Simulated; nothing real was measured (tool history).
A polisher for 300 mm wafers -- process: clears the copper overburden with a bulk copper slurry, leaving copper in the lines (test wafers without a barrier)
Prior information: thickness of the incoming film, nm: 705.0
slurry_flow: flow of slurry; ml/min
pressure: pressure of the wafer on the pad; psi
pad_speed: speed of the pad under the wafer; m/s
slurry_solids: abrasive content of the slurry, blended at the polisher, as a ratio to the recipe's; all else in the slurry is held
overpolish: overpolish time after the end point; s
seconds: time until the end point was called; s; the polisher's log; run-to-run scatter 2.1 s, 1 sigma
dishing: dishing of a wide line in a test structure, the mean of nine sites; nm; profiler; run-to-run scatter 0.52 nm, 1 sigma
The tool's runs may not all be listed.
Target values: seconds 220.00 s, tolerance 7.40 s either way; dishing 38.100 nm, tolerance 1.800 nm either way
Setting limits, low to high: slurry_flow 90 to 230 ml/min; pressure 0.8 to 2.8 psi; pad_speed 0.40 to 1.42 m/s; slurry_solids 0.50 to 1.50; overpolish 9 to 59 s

{"run": 1, "day": 0.0, "slurry_flow": 150, "pressure": 1.8, "pad_speed": 0.9, "slurry_solids": 1.0, "overpolish": 30, "seconds": 139.49, "dishing": 38.173}
{"run": 2, "day": 0.067, "slurry_flow": 175, "pressure": 1.8, "pad_speed": 0.9, "slurry_solids": 1.0, "overpolish": 30, "seconds": 136.44, "dishing": 37.979}
{"run": 3, "day": 0.267, "slurry_flow": 175, "pressure": 1.8, "pad_speed": 1.08, "slurry_solids": 1.0, "overpolish": 30, "seconds": 118.69, "dishing": 39.709}
{"run": 4, "day": 0.588, "slurry_flow": 175, "pressure": 1.8, "pad_speed": 0.94, "slurry_solids": 1.0, "overpolish": 30, "seconds": 130.53, "dishing": 37.978}
{"run": 5, "day": 0.954, "slurry_flow": 175, "pressure": 1.8, "pad_speed": 1.04, "slurry_solids": 1.0, "overpolish": 30, "seconds": 120.41, "dishing": 39.221}
{"run": 6, "day": 1.054, "slurry_flow": 170, "pressure": 1.6, "pad_speed": 1.04, "slurry_solids": 1.0, "overpolish": 34, "seconds": 138.35, "dishing": 38.493}
{"run": 7, "day": 1.104, "slurry_flow": 165, "pressure": 1.5, "pad_speed": 1.04, "slurry_solids": 1.0, "overpolish": 39, "seconds": 146.5, "dishing": 38.391}
{"run": 8, "day": 1.188, "slurry_flow": 155, "pressure": 1.4, "pad_speed": 1.04, "slurry_solids": 0.95, "overpolish": 43, "seconds": 163.46, "dishing": 37.23}
{"run": 9, "day": 1.45, "slurry_flow": 145, "pressure": 1.3, "pad_speed": 1.04, "slurry_solids": 1.05, "overpolish": 46, "seconds": 170.25, "dishing": 37.393}
{"run": 10, "day": 1.546, "slurry_flow": 145, "pressure": 1.2, "pad_speed": 1.02, "slurry_solids": 1.1, "overpolish": 49, "seconds": 181.22, "dishing": 37.162}
{"run": 11, "day": 1.596, "slurry_flow": 150, "pressure": 1.1, "pad_speed": 1.0, "slurry_solids": 1.15, "overpolish": 51, "seconds": 197.52, "dishing": 36.265}
{"run": 12, "day": 1.779, "slurry_flow": 145, "pressure": 1.1, "pad_speed": 0.98, "slurry_solids": 1.1, "overpolish": 53, "seconds": 203.8, "dishing": 37.281}
{"run": 13, "day": 1.825, "slurry_flow": 145, "pressure": 1.1, "pad_speed": 0.98, "slurry_solids": 1.1, "overpolish": 54, "seconds": 206.92, "dishing": 35.746}
{"run": 14, "day": 2.183, "slurry_flow": 135, "pressure": 1.1, "pad_speed": 0.98, "slurry_solids": 1.15, "overpolish": 55, "seconds": 204.27, "dishing": 36.326}
{"run": 15, "day": 2.267, "slurry_flow": 150, "pressure": 1.1, "pad_speed": 0.98, "slurry_solids": 1.1, "overpolish": 56, "seconds": 202.69, "dishing": 37.472}
{"run": 16, "day": 2.321, "slurry_flow": 155, "pressure": 1.1, "pad_speed": 0.98, "slurry_solids": 1.1, "overpolish": 57, "seconds": 203.42, "dishing": 36.98}
{"run": 17, "day": 2.629, "slurry_flow": 165, "pressure": 1.1, "pad_speed": 0.96, "slurry_solids": 1.05, "overpolish": 57, "seconds": 205.49, "dishing": 37.343}
{"run": 18, "day": 2.933, "slurry_flow": 165, "pressure": 1.1, "pad_speed": 0.96, "slurry_solids": 1.05, "overpolish": 57, "seconds": 203.46, "dishing": 36.42}
{"run": 19, "day": 3.208, "slurry_flow": 165, "pressure": 1.1, "pad_speed": 0.96, "slurry_solids": 1.05, "overpolish": 57, "seconds": 208.24, "dishing": 37.82}
{"run": 20, "day": 3.525, "slurry_flow": 170, "pressure": 1.1, "pad_speed": 0.96, "slurry_solids": 1.0, "overpolish": 58, "seconds": 211.4, "dishing": 37.689}

Which of these 5 next moves meets every target?
{"run": "A", "day": 3.842, "slurry_flow": 195, "pressure": 1.2, "pad_speed": 0.86, "slurry_solids": 0.95, "overpolish": 57, "seconds": "?", "dishing": "?"}
{"run": "B", "day": 3.842, "slurry_flow": 205, "pressure": 1.3, "pad_speed": 0.74, "slurry_solids": 0.8, "overpolish": 59, "seconds": "?", "dishing": "?"}
{"run": "C", "day": 3.842, "slurry_flow": 95, "pressure": 1.2, "pad_speed": 1.04, "slurry_solids": 1.1, "overpolish": 50, "seconds": "?", "dishing": "?"}
{"run": "D", "day": 3.842, "slurry_flow": 160, "pressure": 1.2, "pad_speed": 1.04, "slurry_solids": 0.75, "overpolish": 51, "seconds": "?", "dishing": "?"}
{"run": "E", "day": 3.842, "slurry_flow": 140, "pressure": 1.2, "pad_speed": 0.88, "slurry_solids": 1.15, "overpolish": 44, "seconds": "?", "dishing": "?"}

move=A seconds=207.48 dishing=36.840
move=B seconds=222.29 dishing=37.138
move=C seconds=202.36 dishing=36.642
move=D seconds=196.35 dishing=36.744
move=E seconds=205.88 dishing=36.236
A: moves away from the targets compared with the last run
B: all results in spec
C: moves away from the targets compared with the last run
D: moves away from the targets compared with the last run
E: moves away from the targets compared with the last run
B meets every target.
